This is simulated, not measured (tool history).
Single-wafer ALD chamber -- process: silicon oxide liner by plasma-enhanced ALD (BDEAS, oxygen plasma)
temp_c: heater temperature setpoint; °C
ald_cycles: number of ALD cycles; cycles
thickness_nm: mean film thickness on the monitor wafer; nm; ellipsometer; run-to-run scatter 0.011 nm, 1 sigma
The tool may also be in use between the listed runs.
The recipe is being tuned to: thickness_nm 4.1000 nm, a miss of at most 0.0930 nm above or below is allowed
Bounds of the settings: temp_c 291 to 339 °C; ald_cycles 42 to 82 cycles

run	day	temp_c	ald_cycles	thickness_nm
1	0.000	315	62	5.1838
2	0.150	315	67	5.5950
3	0.300	315	60	5.0040
4	0.521	315	63	5.2899
5	0.688	316	58	4.8374
6	1.050	316	62	5.1763
7	1.371	316	62	5.1701
8	1.600	316	62	5.1820
9	1.671	316	57	4.7567
10	1.838	316	54	4.4950
11	1.988	317	48	3.9963

Pick the move, out of 4, that brings all results within their allowed miss; only one does.
A	2.138	337	47	?
B	2.138	325	50	?
C	2.138	319	47	?
D	2.138	324	47	?

move	thickness_nm
A	3.8236
B	4.1305
C	3.9121
D	3.8876
A: its largest miss is bigger than the last run's
B: in spec on every target
C: its largest miss is bigger than the last run's
D: its largest miss is bigger than the last run's
So the answer is move B, the one that meets all the targets.

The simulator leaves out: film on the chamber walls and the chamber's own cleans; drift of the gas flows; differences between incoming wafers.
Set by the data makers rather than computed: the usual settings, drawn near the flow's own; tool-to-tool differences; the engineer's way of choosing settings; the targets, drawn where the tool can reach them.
